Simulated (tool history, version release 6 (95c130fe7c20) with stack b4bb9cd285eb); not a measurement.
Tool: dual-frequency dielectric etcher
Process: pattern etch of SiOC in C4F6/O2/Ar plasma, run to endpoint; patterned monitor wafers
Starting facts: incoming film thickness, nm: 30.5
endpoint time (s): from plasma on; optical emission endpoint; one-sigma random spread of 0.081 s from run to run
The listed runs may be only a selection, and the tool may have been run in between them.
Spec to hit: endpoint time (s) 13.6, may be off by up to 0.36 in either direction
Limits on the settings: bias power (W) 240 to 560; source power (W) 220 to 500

| run | hour | bias power (W) | source power (W) | endpoint time (s) |
|---|---|---|---|---|
| 1 | 0 | 400 | 360 | 11.437 |
| 2 | 5.4 | 372 | 350 | 12.109 |
| 3 | 12 | 372 | 400 | 11.484 |
| 4 | 16.6 | 346 | 390 | 11.869 |
| 5 | 18.6 | 373 | 390 | 11.419 |
| 6 | 26.8 | 373 | 360 | 11.877 |
| 7 | 32.1 | 351 | 350 | 12.166 |
| 8 | 39.2 | 331 | 340 | 12.677 |
| 9 | 42.6 | 319 | 340 | 12.754 |
| 10 | 49.1 | 308 | 340 | 13.025 |
| 11 | 51.5 | 301 | 340 | 13.214 |
| 12 | 52 | 297 | 340 | 13.157 |

Which single option among these 4 for the next run brings every result within its allowed miss of target? Just one does.
| A | 52.5 | 248 | 320 | ? |
| B | 52.5 | 315 | 290 | ? |
| C | 52.5 | 274 | 390 | ? |
| D | 52.5 | 287 | 400 | ? |

| move | endpoint time (s) |
|---|---|
| A | 14.291 |
| B | 13.666 |
| C | 12.722 |
| D | 12.388 |
A: moves the result that the last run missed by most past its target, out the other side
B: all results land within tolerance of their targets
C: the biggest miss grows against the last run
D: the biggest miss grows against the last run
The right move is B.
